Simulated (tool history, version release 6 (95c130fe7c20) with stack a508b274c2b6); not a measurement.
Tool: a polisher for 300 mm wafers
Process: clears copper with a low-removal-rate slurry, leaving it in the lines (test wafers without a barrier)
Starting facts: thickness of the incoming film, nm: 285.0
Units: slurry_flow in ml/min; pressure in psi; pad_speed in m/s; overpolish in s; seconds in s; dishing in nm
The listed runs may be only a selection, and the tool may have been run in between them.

run	hour	slurry_flow	pressure	pad_speed	slurry_solids	overpolish	seconds	dishing
1	0	185	2.9	0.96	1	21	117.49	32.38
2	0.7	185	2.8	0.98	1	19	119.6	29.498
3	9	220	2.8	0.98	1	19	119.24	30.621
4	9.8	220	2.8	0.98	1	15	116.43	24.741
5	11.9	220	3.5	0.98	1	15	96.307	30.776
6	16	205	3.3	1	1	14	101.25	28.093
7	24.9	190	3.1	1.02	1.05	13	103.25	24.255
8	28.7	190	3	1.02	1.1	12	105.76	22.969
9	36.6	190	2.9	1.02	1.1	11	111.31	20.328
10	39.1	190	2.8	1.02	1.15	10	109.49	18.351
11	45.7	190	2.8	1.02	1.15	10	111.01	18.39
12	47.4	190	2.7	1.02	1.2	10	114.17	18.233
13	49.4	205	2.7	1.02	0.95	6	118.25	10.807
14	57.4	165	2.6	1.02	1.2	7	124.13	12.62

What will run 15 give?
15	58.4	170	2.6	1.02	1.2	7	?	?

seconds: 119.98 s
dishing: 12.584 nm
